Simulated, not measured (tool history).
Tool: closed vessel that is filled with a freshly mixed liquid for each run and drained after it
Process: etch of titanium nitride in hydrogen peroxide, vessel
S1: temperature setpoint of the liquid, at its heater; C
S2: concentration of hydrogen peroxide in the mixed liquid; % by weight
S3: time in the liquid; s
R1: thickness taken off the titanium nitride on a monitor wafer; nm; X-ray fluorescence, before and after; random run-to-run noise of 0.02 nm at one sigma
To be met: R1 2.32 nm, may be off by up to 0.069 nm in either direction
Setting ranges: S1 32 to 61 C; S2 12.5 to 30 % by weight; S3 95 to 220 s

{"run": 1, "hour": 0.0, "S1": 45, "S2": 24.5, "S3": 220, "R1": 6.2415}
{"run": 2, "hour": 0.7, "S1": 38.5, "S2": 24.5, "S3": 220, "R1": 3.8618}
{"run": 3, "hour": 3.5, "S1": 41.5, "S2": 24.5, "S3": 220, "R1": 4.7638}
{"run": 4, "hour": 7.4, "S1": 41.5, "S2": 24.5, "S3": 95, "R1": 2.0753}
{"run": 5, "hour": 15.1, "S1": 41.5, "S2": 24.5, "S3": 95, "R1": 2.1061}
{"run": 6, "hour": 18.8, "S1": 41.5, "S2": 24.5, "S3": 95, "R1": 2.0947}
{"run": 7, "hour": 24.1, "S1": 42, "S2": 24.5, "S3": 95, "R1": 2.1436}
{"run": 8, "hour": 32.4, "S1": 42.5, "S2": 24.5, "S3": 95, "R1": 2.2284}
{"run": 9, "hour": 34.3, "S1": 42.5, "S2": 24.5, "S3": 95, "R1": 2.2234}

Consider the 4 candidate settings below. Which is the only one whose results all fall within their allowed miss of target?
{"run": "A", "hour": 36.2, "S1": 39, "S2": 23.5, "S3": 115, "R1": "?"}
{"run": "B", "hour": 36.2, "S1": 41.5, "S2": 23, "S3": 95, "R1": "?"}
{"run": "C", "hour": 36.2, "S1": 37, "S2": 30, "S3": 145, "R1": "?"}
{"run": "D", "hour": 36.2, "S1": 42, "S2": 21, "S3": 95, "R1": "?"}

move=A R1=2.0448
move=B R1=2.0372
move=C R1=2.3276
move=D R1=2.075
A: lands further from the targets than the last run did
B: lands further from the targets than the last run did
C: all results land within tolerance of their targets
D: lands further from the targets than the last run did
So the answer is move C, the one that meets all the targets.
